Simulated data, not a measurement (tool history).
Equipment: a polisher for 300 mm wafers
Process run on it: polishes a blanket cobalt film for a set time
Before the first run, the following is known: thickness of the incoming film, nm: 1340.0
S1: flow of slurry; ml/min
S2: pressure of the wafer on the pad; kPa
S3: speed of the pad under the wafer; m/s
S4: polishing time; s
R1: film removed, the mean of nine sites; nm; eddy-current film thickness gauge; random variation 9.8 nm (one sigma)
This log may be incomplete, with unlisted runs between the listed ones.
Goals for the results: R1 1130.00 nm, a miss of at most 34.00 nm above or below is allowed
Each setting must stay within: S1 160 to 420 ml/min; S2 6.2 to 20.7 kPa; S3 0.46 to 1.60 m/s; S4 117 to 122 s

run,hour,S1,S2,S3,S4,R1
1,0.0,270,13.1,1.02,117,648.88
2,4.4,235,13.1,1.02,117,625.99
3,6.6,250,13.8,1.02,117,655.10
4,9.5,265,15.2,1.02,117,716.33
5,12.7,265,13.8,1.02,117,659.72
6,15.9,265,13.8,1.02,117,671.10
7,21.5,280,15.2,1.02,117,714.13
8,24.9,280,15.9,1.04,117,775.54
9,33.9,285,16.5,1.04,117,799.95
10,36.2,285,16.5,1.04,117,794.96
11,40.0,285,17.2,1.06,117,832.59
12,44.7,290,17.9,1.08,117,883.27
13,49.9,295,18.6,1.10,117,929.65
14,53.4,295,18.6,1.12,117,931.87
15,59.3,300,20.7,1.16,117,1067.10
16,67.6,305,20.7,1.16,117,1074.60

4 candidate next runs follow, results not yet known. Just one meets every target within its allowed miss. Identify it.
A,75.9,260,20.7,1.22,118,?
B,75.9,280,20.7,1.10,122,?
C,75.9,270,20.0,1.18,117,?
D,75.9,310,20.7,1.14,118,?

move,R1
A,1105.20
B,1040.20
C,1033.10
D,1048.80
A: all results in spec
B: moves away from the targets compared with the last run
C: moves away from the targets compared with the last run
D: moves away from the targets compared with the last run
The move that meets every target is A.
